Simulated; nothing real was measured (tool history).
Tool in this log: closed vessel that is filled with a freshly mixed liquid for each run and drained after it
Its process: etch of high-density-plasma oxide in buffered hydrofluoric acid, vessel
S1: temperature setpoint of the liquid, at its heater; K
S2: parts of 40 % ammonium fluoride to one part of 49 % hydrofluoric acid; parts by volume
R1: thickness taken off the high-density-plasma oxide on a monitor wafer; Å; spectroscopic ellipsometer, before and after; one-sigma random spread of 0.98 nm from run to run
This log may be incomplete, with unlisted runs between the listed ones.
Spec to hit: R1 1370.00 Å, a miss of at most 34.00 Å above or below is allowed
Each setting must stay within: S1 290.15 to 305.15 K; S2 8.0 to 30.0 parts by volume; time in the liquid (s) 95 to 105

{"run": 1, "hour": 0.0, "S1": 297.15, "S2": 22.5, "time in the liquid (s)": 95, "R1": 598.11}
{"run": 2, "hour": 6.8, "S1": 299.65, "S2": 19.0, "time in the liquid (s)": 95, "R1": 783.12}
{"run": 3, "hour": 13.9, "S1": 299.65, "S2": 23.5, "time in the liquid (s)": 95, "R1": 658.61}
{"run": 4, "hour": 14.9, "S1": 301.15, "S2": 20.0, "time in the liquid (s)": 95, "R1": 805.89}
{"run": 5, "hour": 21.8, "S1": 302.65, "S2": 20.0, "time in the liquid (s)": 95, "R1": 880.66}
{"run": 6, "hour": 24.8, "S1": 302.65, "S2": 15.5, "time in the liquid (s)": 95, "R1": 1113.7}
{"run": 7, "hour": 31.9, "S1": 305.15, "S2": 13.5, "time in the liquid (s)": 95, "R1": 1471.8}
{"run": 8, "hour": 40.0, "S1": 304.65, "S2": 13.5, "time in the liquid (s)": 95, "R1": 1425.8}

Which single option among these 4 for the next run brings every result within its allowed miss of target? Just one does.
{"run": "A", "hour": 48.1, "S1": 302.15, "S2": 11.5, "time in the liquid (s)": 95, "R1": "?"}
{"run": "B", "hour": 48.1, "S1": 305.15, "S2": 15.0, "time in the liquid (s)": 105, "R1": "?"}
{"run": "C", "hour": 48.1, "S1": 304.65, "S2": 14.5, "time in the liquid (s)": 105, "R1": "?"}
{"run": "D", "hour": 48.1, "S1": 304.65, "S2": 14.0, "time in the liquid (s)": 95, "R1": "?"}

move=A R1=1452.40
move=B R1=1451.10
move=C R1=1461.20
move=D R1=1368.30
A: moves away from the targets compared with the last run
B: moves away from the targets compared with the last run
C: moves away from the targets compared with the last run
D: every result within its allowed miss
Answer: D
